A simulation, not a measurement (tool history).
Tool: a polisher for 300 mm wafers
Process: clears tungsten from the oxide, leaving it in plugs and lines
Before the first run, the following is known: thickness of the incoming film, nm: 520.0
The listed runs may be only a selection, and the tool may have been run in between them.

| run | hour | flow of slurry (ml/min) | pressure of the wafer on the pad (psi) | speed of the pad under the wafer (cm/s) | abrasive content of the slurry | overpolish time after the end point (s) | time until the end point was called (s) |
|---|---|---|---|---|---|---|---|
| 1 | 0 | 160 | 4.2 | 130 | 1 | 3 | 72.231 |
| 2 | 0.6 | 160 | 4.2 | 130 | 1 | 3 | 70.544 |
| 3 | 7.4 | 155 | 3.6 | 130 | 1 | 3 | 82.228 |
| 4 | 13.9 | 155 | 3.6 | 130 | 1 | 3 | 82.848 |
| 5 | 22.1 | 155 | 3.6 | 152 | 1 | 3 | 72.59 |
| 6 | 29.6 | 155 | 3.6 | 152 | 1 | 3 | 72.345 |
| 7 | 37.5 | 150 | 3.1 | 152 | 1 | 3 | 84.967 |
|  | 39.7 | worn pad replaced by a new one |
| 8 | 39.7 | 145 | 2.9 | 152 | 1 | 3 | 81.697 |
| 9 | 46.9 | 150 | 2.6 | 148 | 1 | 3 | 91.816 |
| 10 | 55.3 | 150 | 2.6 | 148 | 1 | 3 | 94.004 |
| 11 | 59.2 | 150 | 2.4 | 148 | 1 | 3 | 99.254 |

What will run 12 give?
| 12 | 63.9 | 150 | 2.3 | 148 | 1 | 3 | ? |

{"run 12": {"time until the end point was called (s)": 102.05}}
